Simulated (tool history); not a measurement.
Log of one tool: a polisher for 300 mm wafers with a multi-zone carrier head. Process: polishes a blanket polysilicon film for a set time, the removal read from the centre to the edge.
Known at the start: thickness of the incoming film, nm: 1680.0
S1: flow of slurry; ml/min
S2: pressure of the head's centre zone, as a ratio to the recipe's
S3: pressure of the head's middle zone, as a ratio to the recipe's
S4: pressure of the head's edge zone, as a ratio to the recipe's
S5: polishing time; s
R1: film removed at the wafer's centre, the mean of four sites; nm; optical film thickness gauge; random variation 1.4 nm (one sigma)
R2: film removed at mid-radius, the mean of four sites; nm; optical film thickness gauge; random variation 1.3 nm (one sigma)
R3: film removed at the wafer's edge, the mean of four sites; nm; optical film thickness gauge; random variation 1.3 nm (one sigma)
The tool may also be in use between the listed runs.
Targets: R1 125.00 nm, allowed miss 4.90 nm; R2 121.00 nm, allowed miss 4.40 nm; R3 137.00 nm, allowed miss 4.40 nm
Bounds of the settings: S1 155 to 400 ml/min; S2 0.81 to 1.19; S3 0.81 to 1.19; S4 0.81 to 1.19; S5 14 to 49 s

{"run": 1, "hour": 0.0, "S1": 255, "S2": 1.0, "S3": 1.0, "S4": 1.0, "S5": 31, "R1": 175.06, "R2": 164.5, "R3": 161.74}
{"run": 2, "hour": 4.9, "S1": 295, "S2": 1.0, "S3": 1.0, "S4": 1.0, "S5": 31, "R1": 175.49, "R2": 164.87, "R3": 163.75}
{"run": 3, "hour": 11.1, "S1": 295, "S2": 1.0, "S3": 0.93, "S4": 1.0, "S5": 31, "R1": 175.59, "R2": 156.65, "R3": 167.3}
{"run": 4, "hour": 15.7, "S1": 290, "S2": 0.97, "S3": 0.91, "S4": 0.99, "S5": 29, "R1": 158.97, "R2": 144.52, "R3": 153.5}
{"run": 5, "hour": 18.8, "S1": 290, "S2": 0.97, "S3": 0.91, "S4": 1.06, "S5": 29, "R1": 162.38, "R2": 143.2, "R3": 156.17}
{"run": 6, "hour": 20.0, "S1": 290, "S2": 0.97, "S3": 0.95, "S4": 1.06, "S5": 29, "R1": 161.5, "R2": 148.6, "R3": 156.83}
{"run": 7, "hour": 25.4, "S1": 290, "S2": 0.94, "S3": 0.92, "S4": 1.05, "S5": 28, "R1": 149.03, "R2": 140.86, "R3": 149.34}
{"run": 8, "hour": 32.8, "S1": 290, "S2": 0.94, "S3": 0.92, "S4": 1.05, "S5": 28, "R1": 149.74, "R2": 140.1, "R3": 152.24}
{"run": 9, "hour": 34.1, "S1": 285, "S2": 0.92, "S3": 0.9, "S4": 1.04, "S5": 27, "R1": 140.77, "R2": 134.51, "R3": 145.58}
{"run": 10, "hour": 37.9, "S1": 280, "S2": 0.91, "S3": 0.88, "S4": 1.03, "S5": 27, "R1": 141.8, "R2": 128.21, "R3": 144.09}
{"run": 11, "hour": 42.2, "S1": 275, "S2": 0.89, "S3": 0.88, "S4": 1.03, "S5": 27, "R1": 135.71, "R2": 129.25, "R3": 145.12}
{"run": 12, "hour": 44.3, "S1": 270, "S2": 0.88, "S3": 0.88, "S4": 1.02, "S5": 27, "R1": 136.64, "R2": 127.96, "R3": 145.21}
{"run": 13, "hour": 47.3, "S1": 265, "S2": 0.87, "S3": 0.88, "S4": 1.01, "S5": 27, "R1": 133.48, "R2": 132.73, "R3": 142.33}
{"run": 14, "hour": 52.3, "S1": 265, "S2": 0.87, "S3": 0.88, "S4": 1.01, "S5": 27, "R1": 130.63, "R2": 127.5, "R3": 142.75}
{"hour": 61.2, "done": "worn pad replaced by a new one"}
{"run": 15, "hour": 61.2, "S1": 255, "S2": 0.87, "S3": 0.88, "S4": 1.0, "S5": 27, "R1": 141.13, "R2": 141.95, "R3": 158.31}
{"run": 16, "hour": 62.2, "S1": 325, "S2": 0.83, "S3": 0.85, "S4": 1.01, "S5": 27, "R1": 141.91, "R2": 139.25, "R3": 159.35}
{"run": 17, "hour": 67.2, "S1": 300, "S2": 0.84, "S3": 0.85, "S4": 1.02, "S5": 27, "R1": 141.06, "R2": 140.69, "R3": 158.94}
{"run": 18, "hour": 74.6, "S1": 275, "S2": 0.85, "S3": 0.86, "S4": 1.02, "S5": 27, "R1": 141.21, "R2": 140.43, "R3": 159.87}
{"run": 19, "hour": 81.0, "S1": 260, "S2": 0.86, "S3": 0.86, "S4": 1.0, "S5": 27, "R1": 143.11, "R2": 142.81, "R3": 155.72}

4 next moves are on the table. One of them brings every result within its allowed miss. Which?
{"run": "A", "hour": 87.4, "S1": 195, "S2": 0.88, "S3": 0.88, "S4": 1.02, "S5": 24, "R1": "?", "R2": "?", "R3": "?"}
{"run": "B", "hour": 87.4, "S1": 185, "S2": 1.07, "S3": 0.93, "S4": 0.81, "S5": 26, "R1": "?", "R2": "?", "R3": "?"}
{"run": "C", "hour": 87.4, "S1": 155, "S2": 0.9, "S3": 1.14, "S4": 0.81, "S5": 26, "R1": "?", "R2": "?", "R3": "?"}
{"run": "D", "hour": 87.4, "S1": 245, "S2": 0.93, "S3": 0.81, "S4": 1.13, "S5": 25, "R1": "?", "R2": "?", "R3": "?"}

move=A R1=124.87 R2=122.72 R3=135.98
move=B R1=163.42 R2=138.03 R3=135.90
move=C R1=133.21 R2=159.63 R3=132.75
move=D R1=141.97 R2=122.90 R3=150.32
A: meets every target
B: further off than the last run
C: further off than the last run
D: brings the result that was furthest off to its target, and leaves another outside
Move A is the one to make.

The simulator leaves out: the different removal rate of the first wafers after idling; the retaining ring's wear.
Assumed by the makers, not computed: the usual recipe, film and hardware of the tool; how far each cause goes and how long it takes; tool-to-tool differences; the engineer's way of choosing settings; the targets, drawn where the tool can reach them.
